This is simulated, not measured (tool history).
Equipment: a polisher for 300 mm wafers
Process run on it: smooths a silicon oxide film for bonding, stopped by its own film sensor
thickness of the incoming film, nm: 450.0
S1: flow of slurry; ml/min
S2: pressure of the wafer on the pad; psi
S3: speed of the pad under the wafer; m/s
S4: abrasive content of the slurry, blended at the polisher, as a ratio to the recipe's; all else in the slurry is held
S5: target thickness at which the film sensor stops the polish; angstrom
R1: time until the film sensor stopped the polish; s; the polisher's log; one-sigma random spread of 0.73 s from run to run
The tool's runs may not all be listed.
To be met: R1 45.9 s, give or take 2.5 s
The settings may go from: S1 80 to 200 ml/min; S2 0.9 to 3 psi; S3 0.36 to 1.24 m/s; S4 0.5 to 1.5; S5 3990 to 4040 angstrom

run 1 hour=0 | S1=130 S2=1.9 S3=0.8 S4=1 S5=3990 | R1=89.578
run 2 hour=0.8 | S1=130 S2=2.2 S3=0.82 S4=1 S5=3990 | R1=75.441
run 3 hour=5.6 | S1=130 S2=2.4 S3=0.84 S4=1 S5=3990 | R1=69.245
run 4 hour=10.3 | S1=130 S2=2.4 S3=0.84 S4=0.9 S5=3990 | R1=70.28
run 5 hour=12.4 | S1=130 S2=2.4 S3=0.72 S4=0.9 S5=3990 | R1=77.724
run 6 hour=19.1 | S1=130 S2=2.4 S3=0.84 S4=0.9 S5=3990 | R1=70.085
run 7 hour=20.2 | S1=130 S2=2.5 S3=0.88 S4=0.9 S5=3990 | R1=67.805
run 8 hour=28.6 | S1=130 S2=2.6 S3=0.92 S4=0.9 S5=3990 | R1=62.055
run 9 hour=34.4 | S1=130 S2=2.7 S3=0.96 S4=0.9 S5=3990 | R1=61.606
run 10 hour=40.8 | S1=130 S2=2.8 S3=1 S4=0.95 S5=4000 | R1=54.365
run 11 hour=48.8 | S1=130 S2=2.8 S3=1.02 S4=0.95 S5=4000 | R1=53.01
run 12 hour=57.2 | S1=130 S2=2.8 S3=1.04 S4=0.95 S5=4000 | R1=52.955

Which of these 4 next moves meets every target?
run A hour=65.6 | S1=160 S2=2 S3=1.2 S4=1.15 S5=3990 | R1=?
run B hour=65.6 | S1=130 S2=2.4 S3=1.1 S4=0.95 S5=3990 | R1=?
run C hour=65.6 | S1=140 S2=3 S3=0.9 S4=1.2 S5=4020 | R1=?
run D hour=65.6 | S1=105 S2=2.6 S3=1.1 S4=0.9 S5=4000 | R1=?

move=A R1=60.747
move=B R1=59.721
move=C R1=45.539
move=D R1=57.461
A: further off than the last run
B: further off than the last run
C: all results land within tolerance of their targets
D: further off than the last run
Move C is the one to make.
